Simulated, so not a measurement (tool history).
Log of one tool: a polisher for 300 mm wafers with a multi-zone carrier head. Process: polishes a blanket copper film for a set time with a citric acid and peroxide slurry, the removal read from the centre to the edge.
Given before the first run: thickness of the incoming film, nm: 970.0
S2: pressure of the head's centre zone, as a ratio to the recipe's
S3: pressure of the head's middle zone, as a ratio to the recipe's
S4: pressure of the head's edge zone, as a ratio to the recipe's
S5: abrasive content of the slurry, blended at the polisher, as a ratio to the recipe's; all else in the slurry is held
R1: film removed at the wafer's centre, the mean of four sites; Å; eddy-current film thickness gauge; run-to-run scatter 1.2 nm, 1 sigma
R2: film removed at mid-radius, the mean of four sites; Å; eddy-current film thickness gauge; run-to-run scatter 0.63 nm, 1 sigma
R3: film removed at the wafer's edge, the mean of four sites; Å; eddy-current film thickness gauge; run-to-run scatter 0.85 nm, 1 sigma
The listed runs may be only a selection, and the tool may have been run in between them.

Run 1, hour 0.0: flow of slurry (ml/min) 215, S2 1.00, S3 1.00, S4 1.00, S5 1.00, polishing time (s) 67. Result: R1 1270.3 Å, R2 1292.8 Å, R3 1248.5 Å.
Run 2, hour 7.2: flow of slurry (ml/min) 180, S2 1.00, S3 1.00, S4 1.00, S5 1.00, polishing time (s) 67. Result: R1 1254.3 Å, R2 1251.3 Å, R3 1255.9 Å.
Run 3, hour 16.3: flow of slurry (ml/min) 180, S2 0.99, S3 0.96, S4 0.97, S5 0.90, polishing time (s) 67. Result: R1 1213.4 Å, R2 1190.1 Å, R3 1214.3 Å.
Run 4, hour 22.0: flow of slurry (ml/min) 180, S2 0.99, S3 0.93, S4 0.95, S5 0.80, polishing time (s) 67. Result: R1 1178.9 Å, R2 1127.4 Å, R3 1147.9 Å.
Run 5, hour 28.8: flow of slurry (ml/min) 180, S2 0.99, S3 0.93, S4 0.91, S5 0.80, polishing time (s) 67. Result: R1 1201.9 Å, R2 1134.6 Å, R3 1155.6 Å.
Run 6, hour 30.7: flow of slurry (ml/min) 180, S2 0.98, S3 0.90, S4 0.91, S5 0.75, polishing time (s) 67. Result: R1 1162.4 Å, R2 1077.5 Å, R3 1136.9 Å.
At hour 39.5: slurry nozzle cleaned.
Run 7, hour 39.5: flow of slurry (ml/min) 180, S2 0.98, S3 0.89, S4 0.90, S5 0.70, polishing time (s) 67. Result: R1 1187.7 Å, R2 1097.9 Å, R3 1133.6 Å.

What does the tool deliver on the next run?
Run 8, hour 44.9: flow of slurry (ml/min) 170, S2 0.97, S3 0.87, S4 0.90, S5 0.65, polishing time (s) 67. Result: R1 ?, R2 ?, R3 ?.

{"run 8": {"R1": 1164.7, "R2": 1052.2, "R3": 1134.9}}
